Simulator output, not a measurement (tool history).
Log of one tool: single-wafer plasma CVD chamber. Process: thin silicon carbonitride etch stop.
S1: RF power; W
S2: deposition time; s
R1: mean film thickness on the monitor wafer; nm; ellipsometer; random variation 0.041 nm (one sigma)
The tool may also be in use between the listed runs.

{"run": 1, "hour": 0.0, "S1": 190, "S2": 21, "R1": 12.44}
{"run": 2, "hour": 8.9, "S1": 205, "S2": 21, "R1": 12.817}
{"run": 3, "hour": 15.1, "S1": 205, "S2": 18.6, "R1": 11.407}
{"run": 4, "hour": 16.1, "S1": 230, "S2": 18.6, "R1": 11.994}
{"run": 5, "hour": 23.4, "S1": 230, "S2": 20.1, "R1": 12.868}
{"run": 6, "hour": 32.0, "S1": 220, "S2": 20, "R1": 12.551}
{"run": 7, "hour": 38.0, "S1": 215, "S2": 20, "R1": 12.503}
{"run": 8, "hour": 44.5, "S1": 210, "S2": 20, "R1": 12.437}
{"run": 9, "hour": 53.3, "S1": 205, "S2": 20, "R1": 12.288}
{"run": 10, "hour": 59.6, "S1": 200, "S2": 20, "R1": 12.117}

Forecast run 11:
{"run": 11, "hour": 66.5, "S1": 195, "S2": 20, "R1": "?"}

Run 11 came out at R1 11.982 nm.

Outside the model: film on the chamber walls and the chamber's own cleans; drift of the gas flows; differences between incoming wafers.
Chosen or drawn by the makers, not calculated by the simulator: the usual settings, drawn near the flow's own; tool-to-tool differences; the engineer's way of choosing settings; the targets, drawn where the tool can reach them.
